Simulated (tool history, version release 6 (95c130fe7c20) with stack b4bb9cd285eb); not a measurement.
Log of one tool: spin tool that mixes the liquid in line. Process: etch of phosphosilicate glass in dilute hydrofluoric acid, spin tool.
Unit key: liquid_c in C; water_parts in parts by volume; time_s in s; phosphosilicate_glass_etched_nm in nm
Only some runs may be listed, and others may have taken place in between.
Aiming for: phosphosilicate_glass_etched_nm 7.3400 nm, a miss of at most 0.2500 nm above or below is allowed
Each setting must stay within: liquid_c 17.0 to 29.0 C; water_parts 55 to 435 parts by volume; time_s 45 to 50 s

| run | hour | liquid_c | water_parts | time_s | phosphosilicate_glass_etched_nm |
|---|---|---|---|---|---|
| 1 | 0.0 | 21.0 | 245 | 45 | 11.1070 |
| 2 | 2.0 | 20.5 | 255 | 45 | 10.4110 |
| 3 | 10.3 | 20.0 | 265 | 45 | 10.0180 |
| 4 | 10.9 | 19.5 | 275 | 45 | 9.3246 |
| 5 | 11.6 | 19.5 | 275 | 45 | 9.2083 |
| 6 | 15.0 | 19.0 | 280 | 45 | 8.9803 |
| 7 | 16.9 | 18.5 | 285 | 45 | 8.3477 |
| 8 | 22.9 | 18.0 | 290 | 45 | 8.1836 |
| 9 | 23.5 | 18.0 | 295 | 45 | 8.1610 |
| 10 | 29.1 | 18.0 | 300 | 45 | 7.8711 |

Next run, 5 choices. One meets every target within its allowed miss, the rest don't. Which?
| A | 34.7 | 17.0 | 310 | 45 | ? |
| B | 34.7 | 17.0 | 270 | 45 | ? |
| C | 34.7 | 18.0 | 275 | 45 | ? |
| D | 34.7 | 17.0 | 290 | 45 | ? |
| E | 34.7 | 18.0 | 285 | 45 | ? |

| move | phosphosilicate_glass_etched_nm |
|---|---|
| A | 7.3138 |
| B | 8.6851 |
| C | 8.8208 |
| D | 7.9499 |
| E | 8.4377 |
A: each result inside its tolerance
B: moves away from the targets compared with the last run
C: moves away from the targets compared with the last run
D: moves away from the targets compared with the last run
E: moves away from the targets compared with the last run
Correct choice: A, which meets every target
